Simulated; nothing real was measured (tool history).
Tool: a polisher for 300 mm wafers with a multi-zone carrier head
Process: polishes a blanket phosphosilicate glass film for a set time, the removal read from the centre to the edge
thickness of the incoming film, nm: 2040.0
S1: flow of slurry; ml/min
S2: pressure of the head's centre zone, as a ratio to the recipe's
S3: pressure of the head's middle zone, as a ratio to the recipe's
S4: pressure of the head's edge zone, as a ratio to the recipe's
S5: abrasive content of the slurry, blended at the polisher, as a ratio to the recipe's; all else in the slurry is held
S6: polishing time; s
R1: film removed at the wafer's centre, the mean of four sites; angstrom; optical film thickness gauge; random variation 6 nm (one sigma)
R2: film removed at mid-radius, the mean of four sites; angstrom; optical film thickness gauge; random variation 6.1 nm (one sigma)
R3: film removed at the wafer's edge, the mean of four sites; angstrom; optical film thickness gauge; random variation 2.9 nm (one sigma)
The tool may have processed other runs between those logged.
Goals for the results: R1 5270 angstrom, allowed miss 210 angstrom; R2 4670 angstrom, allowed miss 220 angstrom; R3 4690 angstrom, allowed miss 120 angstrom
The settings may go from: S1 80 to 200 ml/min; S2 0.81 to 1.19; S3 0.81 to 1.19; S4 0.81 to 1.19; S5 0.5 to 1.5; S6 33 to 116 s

| run | hour | S1 | S2 | S3 | S4 | S5 | S6 | R1 | R2 | R3 |
|---|---|---|---|---|---|---|---|---|---|---|
| 1 | 0 | 130 | 1 | 1 | 1 | 1 | 74 | 7379 | 7353.9 | 7227.9 |
| 2 | 5.8 | 130 | 1 | 0.99 | 0.98 | 0.95 | 73 | 6996.4 | 6840.9 | 6892.6 |
| 3 | 9.7 | 130 | 1.01 | 0.99 | 0.96 | 0.9 | 72 | 6822.2 | 6597 | 6508.6 |
| 4 | 10.7 | 130 | 1.01 | 0.99 | 1.01 | 0.9 | 72 | 6809.8 | 6708.2 | 6734.4 |
| 5 | 18.2 | 130 | 1.01 | 0.99 | 0.99 | 0.85 | 72 | 6575.7 | 6613 | 6416.4 |
| 6 | 26.8 | 130 | 1.09 | 0.99 | 0.99 | 0.85 | 72 | 7094 | 6611.7 | 6465.9 |
| 7 | 35.7 | 130 | 1.09 | 0.98 | 0.97 | 0.8 | 72 | 6827.8 | 6272.4 | 6093.4 |
| 8 | 43 | 125 | 1.08 | 0.97 | 0.95 | 0.8 | 72 | 6722.7 | 6237.1 | 6054.9 |
| 9 | 46.8 | 125 | 1.08 | 0.96 | 0.94 | 0.75 | 72 | 6597 | 5889 | 5739.6 |
| 10 | 53.5 | 120 | 1.06 | 0.95 | 0.93 | 0.75 | 72 | 6277.5 | 5820.9 | 5735.2 |
| 11 | 56.2 | 120 | 1.06 | 0.94 | 0.92 | 0.75 | 72 | 6253.4 | 5651.4 | 5694.4 |
| 12 | 59.4 | 120 | 1.06 | 0.94 | 0.91 | 0.75 | 72 | 6180.6 | 5809.4 | 5678.1 |
| 13 | 62.7 | 120 | 1.06 | 0.93 | 0.9 | 0.75 | 72 | 6324.5 | 5559.8 | 5656.3 |
| 14 | 64.4 | 115 | 1.06 | 0.93 | 0.89 | 0.75 | 72 | 6151.6 | 5510.5 | 5548.6 |
| 15 | 69 | 115 | 1.06 | 0.93 | 0.88 | 0.75 | 72 | 6277.2 | 5619.3 | 5601.1 |
| 16 | 75.7 | 100 | 1.05 | 0.9 | 0.83 | 0.5 | 69 | 4302.3 | 3812.5 | 3804 |
| 17 | 82.7 | 110 | 1.05 | 0.9 | 0.84 | 0.5 | 69 | 4387.4 | 3961.1 | 3910.7 |
| 18 | 85.3 | 120 | 1.05 | 0.9 | 0.85 | 0.5 | 69 | 4575.5 | 3953.8 | 3998.5 |
| 19 | 93.8 | 125 | 1.05 | 0.91 | 0.87 | 0.5 | 69 | 4459.9 | 3962.5 | 3994.4 |
| 20 | 98.9 | 125 | 1.06 | 0.92 | 0.89 | 0.5 | 69 | 4580.8 | 4122.3 | 4076.5 |
| 21 | 107.7 | 130 | 1.07 | 0.92 | 0.91 | 0.5 | 69 | 4758.6 | 4079.9 | 4128.2 |
| 22 | 111.8 | 165 | 1.01 | 0.99 | 1.01 | 0.6 | 69 | 5438.5 | 5336.4 | 5208.8 |
| 23 | 115.8 | 160 | 1.01 | 0.98 | 1 | 0.6 | 69 | 5496.4 | 5251 | 5162.1 |
| 24 | 124.7 | 155 | 1.01 | 0.97 | 0.99 | 0.6 | 69 | 5284.9 | 5295.8 | 5082.1 |
| 25 | 129.5 | 150 | 1.02 | 0.96 | 0.98 | 0.6 | 69 | 5390.1 | 5082.6 | 5037.5 |

5 next moves are on the table. One of them brings every result within its allowed miss. Which?
| A | 134.3 | 120 | 0.93 | 1.04 | 1 | 0.8 | 64 | ? | ? | ? |
| B | 134.3 | 200 | 1.11 | 0.89 | 0.9 | 0.5 | 73 | ? | ? | ? |
| C | 134.3 | 180 | 1.03 | 1 | 1.08 | 0.5 | 74 | ? | ? | ? |
| D | 134.3 | 175 | 1.06 | 0.92 | 0.96 | 0.5 | 72 | ? | ? | ? |
| E | 134.3 | 140 | 1.03 | 0.89 | 1 | 0.65 | 68 | ? | ? | ? |

| move | R1 | R2 | R3 |
|---|---|---|---|
| A | 5079.3 | 5834 | 5419.8 |
| B | 5656.3 | 4707.4 | 4622.6 |
| C | 5223.9 | 5174.7 | 5044.3 |
| D | 5201 | 4672.6 | 4622.9 |
| E | 5483.7 | 4963 | 5210.4 |
A: further off than the last run
B: brings the last run's worst result on target, with another outside its allowed miss
C: roughly where the last run was
D: hits every target within its allowed miss
E: further off than the last run
Go with D: it meets all targets.
